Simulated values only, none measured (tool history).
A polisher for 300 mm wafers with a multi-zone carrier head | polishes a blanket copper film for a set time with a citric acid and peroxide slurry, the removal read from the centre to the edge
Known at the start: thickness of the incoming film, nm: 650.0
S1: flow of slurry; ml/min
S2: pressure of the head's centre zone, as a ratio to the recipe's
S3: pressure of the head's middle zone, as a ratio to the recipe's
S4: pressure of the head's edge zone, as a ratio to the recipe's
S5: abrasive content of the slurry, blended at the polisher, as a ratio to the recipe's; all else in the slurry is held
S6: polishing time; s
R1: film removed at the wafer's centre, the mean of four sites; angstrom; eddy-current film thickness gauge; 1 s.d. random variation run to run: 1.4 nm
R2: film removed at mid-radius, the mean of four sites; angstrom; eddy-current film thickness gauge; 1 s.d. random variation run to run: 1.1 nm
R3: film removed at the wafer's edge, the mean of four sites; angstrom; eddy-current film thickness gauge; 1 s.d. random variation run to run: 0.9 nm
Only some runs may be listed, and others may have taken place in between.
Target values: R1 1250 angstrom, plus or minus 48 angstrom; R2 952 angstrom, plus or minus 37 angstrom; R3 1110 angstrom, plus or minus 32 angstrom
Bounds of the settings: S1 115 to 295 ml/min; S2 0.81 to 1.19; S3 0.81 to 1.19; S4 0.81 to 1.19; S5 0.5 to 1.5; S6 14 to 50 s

run  hour   S1    S2    S3    S4    S5  S6      R1      R2      R3
  1     0  190     1     1     1     1  32  706.98  713.52  709.58
  2   3.6  200  1.04  0.98  1.04   1.1  34  815.74  762.45  789.03
  3   4.4  205  1.06  0.97  1.07   1.2  35  860.63   806.6  836.84
  4  13.4  205  1.03  0.97  1.07   1.2  35  835.78  792.27  841.67
  5  14.9  205  0.95  0.97  1.07   1.2  35  774.09  797.23  842.07
  6    19  205  0.88  0.97  1.07   1.2  35  701.66  800.32  848.05
  7  21.7  210  0.94  0.95  1.09  1.25  36  808.12  801.93  886.39
  8  30.5  215  0.98  0.94   1.1   1.3  37  845.87  841.11  931.84
     37.7  -- worn pad replaced by a new one
  9  37.7  220  1.03  0.92  1.09   1.3  38  1035.7   955.9  1071.6
 10  39.1  230  1.07  0.92  1.11   1.2  38  1059.1  944.36  1050.8
 11  39.7  240   1.1   0.9  1.11  1.15  38  1122.5  908.62  1058.2
 12  45.8  250  1.11   0.9  1.11  1.15  38  1136.3  904.39  1069.9
 13    48  255  1.12   0.9  1.11  1.15  38  1131.2  931.29  1048.4

4 candidate next runs follow, results not yet known. Just one meets every target within its allowed miss. Identify it.
  A  50.2  230  1.11  0.91  1.19   1.1  43   ?   ?   ?
  B  50.2  245  1.15  0.87  1.07  1.05  45   ?   ?   ?
  C  50.2  255  1.16  0.87  1.14   1.2  37   ?   ?   ?
  D  50.2  180  1.14  0.84  0.97  1.05  44   ?   ?   ?

move      R1      R2      R3
   A    1257  1030.4  1209.1
   B  1358.6  1034.8  1203.9
   C  1169.3  882.34  1052.9
   D  1260.5  945.44  1100.2
A: meets the target for the result that was furthest off, but another lies outside its allowed miss
B: takes the result that was furthest off past its target
C: closes in on the targets versus the last run, not all within tolerance yet
D: hits every target within its allowed miss
Correct choice: D, which meets every target

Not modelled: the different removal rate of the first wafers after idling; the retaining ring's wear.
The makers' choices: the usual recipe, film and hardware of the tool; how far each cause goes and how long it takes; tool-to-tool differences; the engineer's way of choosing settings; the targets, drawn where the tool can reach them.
